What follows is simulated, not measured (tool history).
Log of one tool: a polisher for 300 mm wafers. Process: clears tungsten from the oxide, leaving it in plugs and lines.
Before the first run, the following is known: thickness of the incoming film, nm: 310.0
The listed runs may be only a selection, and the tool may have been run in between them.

| run | hour | flow of slurry (ml/min) | pressure of the wafer on the pad (kPa) | speed of the pad under the wafer (cm/s) | abrasive content of the slurry | overpolish time after the end point (s) | time until the end point was called (s) |
|---|---|---|---|---|---|---|---|
| 1 | 0 | 215 | 28.3 | 102 | 1 | 32 | 56.325 |
| 2 | 4.4 | 255 | 28.3 | 102 | 1 | 32 | 56.023 |
| 3 | 9.9 | 255 | 22.8 | 102 | 1 | 32 | 68.212 |
| 4 | 17.6 | 255 | 22.8 | 102 | 1 | 32 | 68.945 |
| 5 | 26.4 | 255 | 21.4 | 102 | 1 | 32 | 74.014 |
| 6 | 30.8 | 255 | 20.7 | 102 | 1 | 32 | 78.044 |
| 7 | 38.3 | 255 | 20 | 102 | 1 | 32 | 76.954 |
| 8 | 40.2 | 255 | 15.9 | 100 | 1 | 32 | 100.71 |
| 9 | 43.7 | 255 | 16.5 | 100 | 1 | 32 | 97.303 |

For run 10, what comes out?
| 10 | 47.6 | 255 | 19.3 | 102 | 1 | 32 | ? |

Logged for run 10: time until the end point was called (s) 82.532.
